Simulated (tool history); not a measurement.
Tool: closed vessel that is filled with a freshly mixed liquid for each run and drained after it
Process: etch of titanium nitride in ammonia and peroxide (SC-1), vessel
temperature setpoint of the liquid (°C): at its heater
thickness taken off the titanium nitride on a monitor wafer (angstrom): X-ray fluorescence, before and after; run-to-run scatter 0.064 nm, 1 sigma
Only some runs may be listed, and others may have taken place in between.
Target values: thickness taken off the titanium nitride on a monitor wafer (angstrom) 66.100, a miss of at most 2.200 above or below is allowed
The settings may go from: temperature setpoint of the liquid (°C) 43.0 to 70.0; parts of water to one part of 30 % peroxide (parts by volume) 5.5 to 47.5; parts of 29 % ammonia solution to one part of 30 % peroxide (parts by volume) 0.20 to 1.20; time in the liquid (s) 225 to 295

run	hour	temperature setpoint of the liquid (°C)	parts of water to one part of 30 % peroxide (parts by volume)	parts of 29 % ammonia solution to one part of 30 % peroxide (parts by volume)	time in the liquid (s)	thickness taken off the titanium nitride on a monitor wafer (angstrom)
1	0.0	59.0	26.5	1.00	295	207.700
2	8.2	63.0	26.5	1.00	295	269.320
3	13.8	56.5	26.5	1.00	295	172.640
4	21.7	59.5	26.5	1.00	295	210.970
5	27.6	55.0	27.0	1.00	295	157.140
6	33.6	55.0	27.0	1.00	225	118.500
7	40.0	53.0	27.0	1.00	225	103.200
8	44.4	51.5	27.0	1.00	225	93.121
9	51.1	50.5	27.0	1.00	225	86.300
10	58.7	46.0	27.0	1.00	225	63.189
11	59.3	46.0	27.0	1.00	225	64.549

Of the 4 settings listed for the next run, only one would bring every result within its allowed miss of target. Which one?
A	59.9	45.5	29.0	1.05	250	?
B	59.9	43.0	28.0	1.00	280	?
C	59.9	47.0	35.5	1.20	230	?
D	59.9	45.0	28.5	1.20	235	?

move	thickness taken off the titanium nitride on a monitor wafer (angstrom)
A	66.561
B	62.914
C	62.302
D	62.419
A: every result lands within tolerance
B: misses by more than the last run did
C: misses by more than the last run did
D: misses by more than the last run did
Answer: A
